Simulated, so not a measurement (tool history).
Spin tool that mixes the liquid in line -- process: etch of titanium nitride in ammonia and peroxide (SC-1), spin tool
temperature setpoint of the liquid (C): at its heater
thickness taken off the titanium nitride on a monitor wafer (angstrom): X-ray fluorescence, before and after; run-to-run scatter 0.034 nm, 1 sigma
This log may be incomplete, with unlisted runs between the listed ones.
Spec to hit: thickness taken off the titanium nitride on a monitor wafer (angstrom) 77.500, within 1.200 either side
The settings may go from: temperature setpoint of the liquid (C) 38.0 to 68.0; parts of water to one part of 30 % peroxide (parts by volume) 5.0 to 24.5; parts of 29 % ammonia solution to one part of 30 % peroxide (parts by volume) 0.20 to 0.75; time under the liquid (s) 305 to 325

run	hour	temperature setpoint of the liquid (C)	parts of water to one part of 30 % peroxide (parts by volume)	parts of 29 % ammonia solution to one part of 30 % peroxide (parts by volume)	time under the liquid (s)	thickness taken off the titanium nitride on a monitor wafer (angstrom)
1	0.0	52.0	13.5	0.45	305	115.720
2	6.7	52.0	9.5	0.45	305	139.720
3	15.2	52.0	9.5	0.35	305	134.290
4	16.4	54.5	9.5	0.35	305	159.250
5	20.6	53.0	9.5	0.35	305	141.830
6	26.0	53.0	7.5	0.35	305	160.640
7	29.3	51.5	7.5	0.35	305	145.590
8	38.4	50.0	7.5	0.35	305	130.910
9	40.2	50.0	7.5	0.35	305	130.870
10	42.5	49.0	7.5	0.35	305	122.860
11	48.8	48.0	7.5	0.35	305	114.410
12	52.7	41.5	7.5	0.35	305	71.095
13	56.7	42.0	7.5	0.35	305	73.740

Which of these 5 next moves meets every target?
A	60.7	40.0	6.0	0.40	325	?
B	60.7	43.0	9.0	0.30	325	?
C	60.7	41.5	7.0	0.40	305	?
D	60.7	42.0	8.5	0.35	305	?
E	60.7	40.5	7.5	0.45	305	?

move	thickness taken off the titanium nitride on a monitor wafer (angstrom)
A	77.771
B	75.062
C	75.564
D	69.367
E	69.183
A: all results in spec
B: nearer the targets than the last run, but a result is still out of spec
C: nearer the targets than the last run, but a result is still out of spec
D: further off than the last run
E: further off than the last run
The right move is A.
